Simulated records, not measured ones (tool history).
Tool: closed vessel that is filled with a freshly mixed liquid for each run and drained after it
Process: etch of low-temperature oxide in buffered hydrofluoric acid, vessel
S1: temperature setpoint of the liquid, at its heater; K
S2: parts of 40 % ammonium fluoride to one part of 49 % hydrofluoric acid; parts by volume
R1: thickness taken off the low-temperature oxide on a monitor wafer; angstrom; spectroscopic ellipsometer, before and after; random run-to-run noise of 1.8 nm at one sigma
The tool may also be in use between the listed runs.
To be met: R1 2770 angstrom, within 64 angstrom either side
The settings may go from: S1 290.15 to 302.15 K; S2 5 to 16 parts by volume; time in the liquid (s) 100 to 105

Run 1, hour 0: S1 294.15 K, S2 9.5 parts by volume, time in the liquid (s) 100. Result: R1 2397.2 angstrom.
Run 2, hour 2.2: S1 294.15 K, S2 9.5 parts by volume, time in the liquid (s) 105. Result: R1 2505.8 angstrom.
Run 3, hour 5.8: S1 294.15 K, S2 9.5 parts by volume, time in the liquid (s) 100. Result: R1 2378.5 angstrom.
Run 4, hour 7.9: S1 295.65 K, S2 9.5 parts by volume, time in the liquid (s) 100. Result: R1 2630.6 angstrom.
Run 5, hour 12.8: S1 295.65 K, S2 7 parts by volume, time in the liquid (s) 100. Result: R1 3496.9 angstrom.
Run 6, hour 20.4: S1 298.15 K, S2 7 parts by volume, time in the liquid (s) 100. Result: R1 4048.9 angstrom.
Run 7, hour 28.5: S1 297.15 K, S2 7 parts by volume, time in the liquid (s) 100. Result: R1 3805.9 angstrom.
Run 8, hour 36.1: S1 296.15 K, S2 7 parts by volume, time in the liquid (s) 100. Result: R1 3646.1 angstrom.
Run 9, hour 41.2: S1 295.15 K, S2 7 parts by volume, time in the liquid (s) 100. Result: R1 3435.8 angstrom.
Run 10, hour 42.3: S1 294.65 K, S2 7 parts by volume, time in the liquid (s) 100. Result: R1 3373.6 angstrom.

Exercise: of the 5 proposed moves below, exactly one satisfies all targets within the stated allowed misses. Which move is it?
Run A, hour 43.4: S1 300.65 K, S2 7 parts by volume, time in the liquid (s) 105. Result: R1 ?.
Run B, hour 43.4: S1 296.65 K, S2 8.5 parts by volume, time in the liquid (s) 105. Result: R1 ?.
Run C, hour 43.4: S1 292.65 K, S2 7.5 parts by volume, time in the liquid (s) 100. Result: R1 ?.
Run D, hour 43.4: S1 292.65 K, S2 8.5 parts by volume, time in the liquid (s) 100. Result: R1 ?.
Run E, hour 43.4: S1 292.65 K, S2 8 parts by volume, time in the liquid (s) 100. Result: R1 ?.

move      R1
   A  4850.3
   B  3169.1
   C  2769.4
   D  2418.2
   E  2582.6
A: its largest miss is bigger than the last run's
B: nearer the targets than the last run, but a result is still out of spec
C: in spec on every target
D: takes the result that was furthest off past its target
E: takes the result that was furthest off past its target
C meets every target.
